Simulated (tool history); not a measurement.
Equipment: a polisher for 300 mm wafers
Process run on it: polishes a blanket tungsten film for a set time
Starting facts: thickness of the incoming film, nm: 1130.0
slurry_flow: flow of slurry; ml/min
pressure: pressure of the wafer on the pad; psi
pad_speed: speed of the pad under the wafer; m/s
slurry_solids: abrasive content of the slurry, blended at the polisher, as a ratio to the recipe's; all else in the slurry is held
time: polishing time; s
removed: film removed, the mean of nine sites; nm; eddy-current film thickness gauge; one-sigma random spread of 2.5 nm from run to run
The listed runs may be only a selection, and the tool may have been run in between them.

run  hour  slurry_flow  pressure  pad_speed  slurry_solids  time  removed
  1     0          195       3.1       1.22              1    46   242.98
  2   2.7          195       2.9       1.22              1    46   233.72
  3   4.2          195       2.9       1.34              1    46   254.46
  4   7.7          195       2.9       1.34              1    40    214.2
  5  14.8          195       2.8       1.34              1    40   213.46
  6  22.3          195       2.7       1.34              1    40   208.42
  7  24.3          195       2.6       1.34              1    40      196

Run 8 comes next. What will it give?
  8    26          195       2.5       1.34              1    40        ?

removed: 191.58 nm

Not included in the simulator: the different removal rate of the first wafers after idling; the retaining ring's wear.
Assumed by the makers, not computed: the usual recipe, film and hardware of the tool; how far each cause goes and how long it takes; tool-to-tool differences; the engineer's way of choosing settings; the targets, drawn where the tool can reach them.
